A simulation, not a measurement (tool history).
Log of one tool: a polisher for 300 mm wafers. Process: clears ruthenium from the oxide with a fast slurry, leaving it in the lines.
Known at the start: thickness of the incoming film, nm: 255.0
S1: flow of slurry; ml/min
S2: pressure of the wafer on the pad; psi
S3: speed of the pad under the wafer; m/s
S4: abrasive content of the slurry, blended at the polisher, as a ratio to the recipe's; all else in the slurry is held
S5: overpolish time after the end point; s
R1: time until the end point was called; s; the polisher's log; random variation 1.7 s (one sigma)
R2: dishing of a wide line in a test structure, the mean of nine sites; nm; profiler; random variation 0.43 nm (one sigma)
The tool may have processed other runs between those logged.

Run 1, day 0.000: S1 260 ml/min, S2 1.9 psi, S3 1.02 m/s, S4 1.00, S5 11 s. Result: R1 74.476 s, R2 21.473 nm.
Run 2, day 0.112: S1 260 ml/min, S2 1.8 psi, S3 1.02 m/s, S4 1.00, S5 12 s. Result: R1 78.621 s, R2 21.119 nm.
Run 3, day 0.362: S1 260 ml/min, S2 1.7 psi, S3 1.00 m/s, S4 1.00, S5 13 s. Result: R1 85.288 s, R2 21.321 nm.
Run 4, day 0.488: S1 260 ml/min, S2 1.7 psi, S3 1.00 m/s, S4 0.85, S5 13 s. Result: R1 90.702 s, R2 20.375 nm.
Run 5, day 0.621: S1 260 ml/min, S2 1.7 psi, S3 0.88 m/s, S4 0.85, S5 13 s. Result: R1 108.960 s, R2 19.061 nm.
Run 6, day 0.717: S1 260 ml/min, S2 1.7 psi, S3 0.76 m/s, S4 0.85, S5 13 s. Result: R1 121.640 s, R2 17.395 nm.

Run 7 comes next. What will it give?
Run 7, day 0.788: S1 260 ml/min, S2 1.8 psi, S3 0.76 m/s, S4 0.85, S5 14 s. Result: R1 ?, R2 ?.

R1: 115.910 s
R2: 18.863 nm
